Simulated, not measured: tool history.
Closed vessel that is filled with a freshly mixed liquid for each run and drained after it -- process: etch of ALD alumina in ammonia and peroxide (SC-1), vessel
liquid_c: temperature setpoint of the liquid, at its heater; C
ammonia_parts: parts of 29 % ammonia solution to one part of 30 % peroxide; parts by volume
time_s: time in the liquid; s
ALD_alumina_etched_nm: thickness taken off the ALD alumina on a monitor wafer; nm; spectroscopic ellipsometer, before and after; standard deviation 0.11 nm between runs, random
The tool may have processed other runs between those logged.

run,hour,liquid_c,ammonia_parts,time_s,ALD_alumina_etched_nm
1,0.0,49.0,0.6,225,12.732
2,9.0,55.5,0.6,225,17.990
3,15.0,55.5,0.6,240,19.195
4,21.7,55.5,0.6,240,18.946
5,27.9,49.5,0.6,240,13.909
6,36.0,49.5,0.4,240,13.296

For run 7, what comes out?
7,43.5,50.0,0.4,240,?

{"run 7": {"ALD_alumina_etched_nm": 13.655}}
